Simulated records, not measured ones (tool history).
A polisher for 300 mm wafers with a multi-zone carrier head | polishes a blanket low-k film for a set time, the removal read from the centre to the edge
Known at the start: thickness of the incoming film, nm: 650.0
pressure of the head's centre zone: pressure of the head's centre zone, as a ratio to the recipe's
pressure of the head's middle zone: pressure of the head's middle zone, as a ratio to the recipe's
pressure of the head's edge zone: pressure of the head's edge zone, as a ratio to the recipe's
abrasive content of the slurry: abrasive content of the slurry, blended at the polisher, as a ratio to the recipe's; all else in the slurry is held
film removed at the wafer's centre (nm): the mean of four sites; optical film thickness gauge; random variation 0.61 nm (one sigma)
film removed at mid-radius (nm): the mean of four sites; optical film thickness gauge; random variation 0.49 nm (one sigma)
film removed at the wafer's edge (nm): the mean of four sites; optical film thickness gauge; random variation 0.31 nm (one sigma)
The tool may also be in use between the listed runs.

run,hour,flow of slurry (ml/min),pressure of the head's centre zone,pressure of the head's middle zone,pressure of the head's edge zone,abrasive content of the slurry,polishing time (s),film removed at the wafer's centre (nm),film removed at mid-radius (nm),film removed at the wafer's edge (nm)
1,0.0,195,1.00,1.00,1.00,1.00,65,27.721,29.153,27.980
2,1.9,195,1.00,1.03,1.00,1.00,65,28.342,29.679,27.981
3,9.3,230,1.00,1.03,1.00,1.00,65,28.820,29.862,28.033
4,13.3,230,1.00,1.03,0.95,1.00,65,29.037,30.307,28.101
5,21.4,230,1.00,1.03,0.95,1.15,65,30.339,31.713,29.472
6,24.6,235,1.04,1.03,0.96,1.25,67,34.055,34.159,31.532
7,26.4,235,1.04,1.03,0.96,1.25,67,34.261,34.025,31.796
8,29.6,240,1.07,1.04,0.97,1.30,69,36.521,35.713,33.506
9,33.3,245,1.10,1.05,0.97,1.35,70,38.659,37.344,34.593
10,37.9,250,1.12,1.05,0.98,1.40,71,40.515,39.184,35.830

The next listed run, before its measurement:
11,42.0,255,1.14,1.04,0.99,1.45,72,?,?,?

Run 11 gave film removed at the wafer's centre (nm) 42.881, film removed at mid-radius (nm) 39.629, film removed at the wafer's edge (nm) 36.660.

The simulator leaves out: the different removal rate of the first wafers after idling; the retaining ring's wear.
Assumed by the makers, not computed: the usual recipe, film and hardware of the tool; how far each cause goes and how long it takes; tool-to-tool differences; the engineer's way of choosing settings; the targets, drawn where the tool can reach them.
